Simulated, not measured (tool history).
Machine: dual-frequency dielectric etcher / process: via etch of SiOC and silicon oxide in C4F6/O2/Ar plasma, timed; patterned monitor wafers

run	hour	source power (kW)	bias power (kW)	etch time (s)	mean etch depth across the wafer (angstrom)
1	0	0.34	0.229	55	606.53
2	7.9	0.34	0.254	55	626.92
3	12.5	0.35	0.255	55	629.33
4	13.1	0.37	0.256	55	644.48
5	21.6	0.37	0.256	50.5	592.73
6	23.3	0.37	0.256	50.5	593.36
7	24.5	0.38	0.265	51	610.63
8	26.3	0.39	0.273	51.5	632.13
9	31	0.4	0.278	51.5	643.02
10	33.6	0.4	0.278	51.5	639.13
11	41	0.41	0.283	51.5	654.34

Run 12, settings as shown, results not yet in. Your forecast:
12	44.3	0.42	0.285	51.5	?

Run 12 came out at mean etch depth across the wafer (angstrom) 657.95.
